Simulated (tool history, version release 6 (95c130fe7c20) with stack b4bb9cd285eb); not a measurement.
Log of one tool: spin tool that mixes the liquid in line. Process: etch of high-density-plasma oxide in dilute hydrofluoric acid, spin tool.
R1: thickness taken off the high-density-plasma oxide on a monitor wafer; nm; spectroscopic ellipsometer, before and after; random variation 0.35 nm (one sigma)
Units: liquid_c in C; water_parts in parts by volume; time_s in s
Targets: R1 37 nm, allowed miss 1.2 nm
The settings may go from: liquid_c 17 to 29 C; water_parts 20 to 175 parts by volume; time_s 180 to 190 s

{"run": 1, "hour": 0.0, "liquid_c": 21, "water_parts": 95, "time_s": 180, "R1": 15.728}
{"run": 2, "hour": 1.9, "liquid_c": 22.5, "water_parts": 85, "time_s": 180, "R1": 19.132}
{"run": 3, "hour": 3.2, "liquid_c": 23.5, "water_parts": 80, "time_s": 180, "R1": 21.007}
{"run": 4, "hour": 6.8, "liquid_c": 24.5, "water_parts": 75, "time_s": 180, "R1": 23.696}
{"run": 5, "hour": 15.2, "liquid_c": 25.5, "water_parts": 70, "time_s": 180, "R1": 26.827}
{"run": 6, "hour": 22.3, "liquid_c": 22, "water_parts": 70, "time_s": 180, "R1": 23.026}
{"run": 7, "hour": 26.6, "liquid_c": 23, "water_parts": 65, "time_s": 180, "R1": 26.044}
{"run": 8, "hour": 28.5, "liquid_c": 23, "water_parts": 65, "time_s": 180, "R1": 25.82}

Which of these 5 next moves meets every target?
{"run": "A", "hour": 30.4, "liquid_c": 21.5, "water_parts": 75, "time_s": 190, "R1": "?"}
{"run": "B", "hour": 30.4, "liquid_c": 18, "water_parts": 80, "time_s": 180, "R1": "?"}
{"run": "C", "hour": 30.4, "liquid_c": 20, "water_parts": 50, "time_s": 190, "R1": "?"}
{"run": "D", "hour": 30.4, "liquid_c": 21.5, "water_parts": 85, "time_s": 180, "R1": "?"}
{"run": "E", "hour": 30.4, "liquid_c": 23.5, "water_parts": 50, "time_s": 190, "R1": "?"}

move=A R1=22.318
move=B R1=17.028
move=C R1=32.401
move=D R1=18.435
move=E R1=37.517
A: further off than the last run
B: further off than the last run
C: nearer than the last run, and not there yet
D: further off than the last run
E: meets every target
Answer: E
